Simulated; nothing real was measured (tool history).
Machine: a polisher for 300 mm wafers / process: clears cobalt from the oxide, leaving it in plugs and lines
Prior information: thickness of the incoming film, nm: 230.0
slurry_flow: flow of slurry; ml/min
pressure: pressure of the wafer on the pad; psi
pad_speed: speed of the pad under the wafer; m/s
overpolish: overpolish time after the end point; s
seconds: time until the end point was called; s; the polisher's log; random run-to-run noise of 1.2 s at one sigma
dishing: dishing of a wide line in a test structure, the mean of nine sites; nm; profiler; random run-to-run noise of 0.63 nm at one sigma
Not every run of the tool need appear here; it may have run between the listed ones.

| run | hour | slurry_flow | pressure | pad_speed | overpolish | seconds | dishing |
|---|---|---|---|---|---|---|---|
| 1 | 0 | 130 | 1.3 | 1.2 | 19 | 64.811 | 47.761 |
| 2 | 3.4 | 110 | 1.3 | 1.2 | 19 | 67.415 | 44.43 |
| 3 | 4.5 | 95 | 1.3 | 1.2 | 19 | 72.863 | 44.131 |
| 4 | 8.6 | 95 | 1.3 | 1 | 19 | 79.502 | 41.323 |
| 5 | 10.7 | 100 | 1.3 | 1 | 18 | 80.231 | 39.444 |
| 6 | 14 | 105 | 1.3 | 1 | 17 | 80.066 | 39.002 |
| 7 | 17.3 | 110 | 1.3 | 1 | 16 | 78.076 | 37.133 |
| 8 | 24.8 | 115 | 1.3 | 1 | 16 | 78.889 | 37.407 |

Forecast run 9:
| 9 | 26 | 120 | 1.3 | 1 | 16 | ? | ? |

{"run 9": {"seconds": 79.108, "dishing": 37.863}}
